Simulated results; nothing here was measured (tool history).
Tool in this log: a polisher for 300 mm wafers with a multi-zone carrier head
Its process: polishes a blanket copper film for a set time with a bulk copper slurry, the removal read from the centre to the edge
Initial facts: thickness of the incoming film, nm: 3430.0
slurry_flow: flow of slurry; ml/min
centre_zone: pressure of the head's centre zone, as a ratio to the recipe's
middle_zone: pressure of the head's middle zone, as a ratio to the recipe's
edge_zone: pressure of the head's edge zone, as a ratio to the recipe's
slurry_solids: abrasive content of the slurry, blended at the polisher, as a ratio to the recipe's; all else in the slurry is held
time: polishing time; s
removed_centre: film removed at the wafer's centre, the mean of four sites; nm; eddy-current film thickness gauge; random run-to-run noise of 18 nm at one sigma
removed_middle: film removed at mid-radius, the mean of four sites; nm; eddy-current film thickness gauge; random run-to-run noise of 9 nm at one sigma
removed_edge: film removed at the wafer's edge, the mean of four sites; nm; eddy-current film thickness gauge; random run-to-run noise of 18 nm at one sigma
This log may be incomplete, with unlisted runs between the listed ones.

{"run": 1, "hour": 0.0, "slurry_flow": 270, "centre_zone": 1.0, "middle_zone": 1.0, "edge_zone": 1.0, "slurry_solids": 1.0, "time": 88, "removed_centre": 1036.5, "removed_middle": 1038.3, "removed_edge": 1073.2}
{"run": 2, "hour": 1.7, "slurry_flow": 270, "centre_zone": 1.0, "middle_zone": 1.0, "edge_zone": 1.07, "slurry_solids": 1.0, "time": 88, "removed_centre": 1061.7, "removed_middle": 1059.5, "removed_edge": 1095.2}
{"run": 3, "hour": 7.4, "slurry_flow": 270, "centre_zone": 1.0, "middle_zone": 1.06, "edge_zone": 1.07, "slurry_solids": 1.0, "time": 88, "removed_centre": 1061.8, "removed_middle": 1093.2, "removed_edge": 1106.0}
{"run": 4, "hour": 15.7, "slurry_flow": 270, "centre_zone": 1.02, "middle_zone": 1.03, "edge_zone": 1.09, "slurry_solids": 1.05, "time": 90, "removed_centre": 1097.0, "removed_middle": 1111.7, "removed_edge": 1147.9}
{"run": 5, "hour": 22.0, "slurry_flow": 235, "centre_zone": 1.02, "middle_zone": 1.03, "edge_zone": 1.09, "slurry_solids": 1.05, "time": 90, "removed_centre": 1105.9, "removed_middle": 1097.8, "removed_edge": 1146.2}
{"run": 6, "hour": 26.6, "slurry_flow": 230, "centre_zone": 1.04, "middle_zone": 1.01, "edge_zone": 1.09, "slurry_solids": 1.1, "time": 93, "removed_centre": 1192.2, "removed_middle": 1127.8, "removed_edge": 1210.9}
{"run": 7, "hour": 30.1, "slurry_flow": 225, "centre_zone": 1.06, "middle_zone": 1.01, "edge_zone": 1.1, "slurry_solids": 1.15, "time": 94, "removed_centre": 1231.6, "removed_middle": 1144.6, "removed_edge": 1242.0}
{"run": 8, "hour": 38.5, "slurry_flow": 225, "centre_zone": 1.06, "middle_zone": 1.01, "edge_zone": 1.1, "slurry_solids": 1.15, "time": 94, "removed_centre": 1214.5, "removed_middle": 1155.1, "removed_edge": 1228.1}
{"run": 9, "hour": 45.4, "slurry_flow": 220, "centre_zone": 1.08, "middle_zone": 0.99, "edge_zone": 1.1, "slurry_solids": 1.2, "time": 96, "removed_centre": 1293.7, "removed_middle": 1181.6, "removed_edge": 1259.1}
{"run": 10, "hour": 47.1, "slurry_flow": 210, "centre_zone": 1.09, "middle_zone": 0.97, "edge_zone": 1.11, "slurry_solids": 1.25, "time": 98, "removed_centre": 1355.7, "removed_middle": 1192.3, "removed_edge": 1307.5}
{"run": 11, "hour": 48.0, "slurry_flow": 205, "centre_zone": 1.1, "middle_zone": 0.96, "edge_zone": 1.12, "slurry_solids": 1.3, "time": 99, "removed_centre": 1385.1, "removed_middle": 1209.8, "removed_edge": 1348.0}
{"run": 12, "hour": 53.5, "slurry_flow": 205, "centre_zone": 1.11, "middle_zone": 0.95, "edge_zone": 1.13, "slurry_solids": 1.35, "time": 100, "removed_centre": 1403.4, "removed_middle": 1225.8, "removed_edge": 1382.2}
{"run": 13, "hour": 57.8, "slurry_flow": 200, "centre_zone": 1.12, "middle_zone": 0.94, "edge_zone": 1.13, "slurry_solids": 1.35, "time": 101, "removed_centre": 1418.1, "removed_middle": 1226.1, "removed_edge": 1393.1}

Run 14, settings as shown, results not yet in. Your forecast:
{"run": 14, "hour": 58.5, "slurry_flow": 195, "centre_zone": 1.13, "middle_zone": 0.93, "edge_zone": 1.13, "slurry_solids": 1.35, "time": 102, "removed_centre": "?", "removed_middle": "?", "removed_edge": "?"}

Run 14 yielded removed_centre 1464.4 nm, removed_middle 1215.7 nm, removed_edge 1393.9 nm.
